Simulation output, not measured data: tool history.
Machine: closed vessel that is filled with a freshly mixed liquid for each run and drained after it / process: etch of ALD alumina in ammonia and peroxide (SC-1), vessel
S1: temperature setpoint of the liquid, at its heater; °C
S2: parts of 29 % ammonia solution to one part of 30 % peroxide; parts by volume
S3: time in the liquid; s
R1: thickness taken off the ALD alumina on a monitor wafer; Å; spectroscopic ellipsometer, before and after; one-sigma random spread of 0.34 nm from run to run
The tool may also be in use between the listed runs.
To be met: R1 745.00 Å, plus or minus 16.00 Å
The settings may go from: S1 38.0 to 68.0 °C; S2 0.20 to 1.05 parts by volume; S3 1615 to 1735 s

run 1 hour=0.0 | S1=52.0 S2=0.55 S3=1615 | R1=840.95
run 2 hour=1.8 | S1=52.0 S2=0.40 S3=1615 | R1=814.73
run 3 hour=10.8 | S1=51.5 S2=0.40 S3=1615 | R1=802.62
run 4 hour=16.4 | S1=51.0 S2=0.40 S3=1615 | R1=777.33
run 5 hour=23.8 | S1=51.0 S2=0.40 S3=1735 | R1=829.04
run 6 hour=28.5 | S1=58.0 S2=0.40 S3=1735 | R1=1200.90
run 7 hour=35.2 | S1=55.5 S2=0.40 S3=1735 | R1=1053.60
run 8 hour=42.8 | S1=53.5 S2=0.40 S3=1735 | R1=948.15
run 9 hour=50.7 | S1=52.0 S2=0.40 S3=1735 | R1=883.01
run 10 hour=58.1 | S1=51.0 S2=0.40 S3=1735 | R1=822.92
run 11 hour=60.8 | S1=50.5 S2=0.40 S3=1735 | R1=798.88
run 12 hour=65.8 | S1=50.0 S2=0.40 S3=1735 | R1=787.80
run 13 hour=67.5 | S1=49.5 S2=0.40 S3=1735 | R1=765.65

Which one of the following 5 next-run settings gets every result inside its allowed miss? There is exactly one.
run A hour=69.2 | S1=48.5 S2=0.40 S3=1705 | R1=?
run B hour=69.2 | S1=50.5 S2=0.40 S3=1670 | R1=?
run C hour=69.2 | S1=49.0 S2=0.70 S3=1735 | R1=?
run D hour=69.2 | S1=50.5 S2=0.40 S3=1700 | R1=?
run E hour=69.2 | S1=49.5 S2=0.30 S3=1735 | R1=?

move=A R1=712.82
move=B R1=779.71
move=C R1=786.57
move=D R1=793.72
move=E R1=745.97
A: the result that was furthest off in the last run now lies on the other side of its target
B: moves away from the targets compared with the last run
C: moves away from the targets compared with the last run
D: moves away from the targets compared with the last run
E: every result lands within tolerance
Correct choice: E, which meets every target
